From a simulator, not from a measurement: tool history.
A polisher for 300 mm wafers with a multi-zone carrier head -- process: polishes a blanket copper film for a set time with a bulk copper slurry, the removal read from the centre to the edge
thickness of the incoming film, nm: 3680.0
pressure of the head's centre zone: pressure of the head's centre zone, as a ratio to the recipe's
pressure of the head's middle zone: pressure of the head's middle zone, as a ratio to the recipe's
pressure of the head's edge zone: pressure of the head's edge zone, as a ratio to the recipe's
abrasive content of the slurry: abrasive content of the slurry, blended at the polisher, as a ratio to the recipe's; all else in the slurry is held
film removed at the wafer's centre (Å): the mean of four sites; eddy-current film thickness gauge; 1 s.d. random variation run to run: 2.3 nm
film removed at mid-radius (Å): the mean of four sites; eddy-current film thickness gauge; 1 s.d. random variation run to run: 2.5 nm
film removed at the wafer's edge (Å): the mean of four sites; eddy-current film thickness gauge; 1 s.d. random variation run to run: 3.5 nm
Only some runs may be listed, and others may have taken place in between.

| run | hour | flow of slurry (ml/min) | pressure of the head's centre zone | pressure of the head's middle zone | pressure of the head's edge zone | abrasive content of the slurry | polishing time (s) | film removed at the wafer's centre (Å) | film removed at mid-radius (Å) | film removed at the wafer's edge (Å) |
|---|---|---|---|---|---|---|---|---|---|---|
| 1 | 0 | 255 | 1 | 1 | 1 | 1 | 35 | 2463.5 | 2440.4 | 2465.2 |
| 2 | 6.3 | 260 | 1.01 | 1.01 | 1.03 | 1.1 | 36 | 2607.2 | 2588.8 | 2626.2 |
| 3 | 8.5 | 265 | 1.02 | 1.02 | 1.06 | 1.15 | 37 | 2732.5 | 2687.5 | 2744.3 |
| 4 | 16 | 270 | 1.02 | 1.02 | 1.08 | 1.2 | 38 | 2868.7 | 2783.8 | 2867.7 |
| 5 | 20.8 | 275 | 1.02 | 1.02 | 1.1 | 1.25 | 38 | 2846.3 | 2795.7 | 2918 |
| 6 | 28.9 | 225 | 1.02 | 1.02 | 1.1 | 1.25 | 38 | 2816.6 | 2816.4 | 2908.5 |
| 7 | 34.7 | 225 | 1.03 | 1.02 | 1.11 | 1.3 | 38 | 2886.3 | 2763.6 | 2921.4 |
| 8 | 42.1 | 230 | 1.03 | 1.03 | 1.12 | 1.35 | 38 | 2905.9 | 2842.7 | 2918 |
| 9 | 42.9 | 230 | 1.03 | 1.03 | 1.12 | 1.35 | 38 | 2888.4 | 2836.8 | 2915.3 |

What will run 10 give?
| 10 | 47.9 | 230 | 1.03 | 1.03 | 1.13 | 1.35 | 39 | ? | ? | ? |

Run 10 yielded film removed at the wafer's centre (Å) 2955.7, film removed at mid-radius (Å) 2884.4, film removed at the wafer's edge (Å) 3009.8.

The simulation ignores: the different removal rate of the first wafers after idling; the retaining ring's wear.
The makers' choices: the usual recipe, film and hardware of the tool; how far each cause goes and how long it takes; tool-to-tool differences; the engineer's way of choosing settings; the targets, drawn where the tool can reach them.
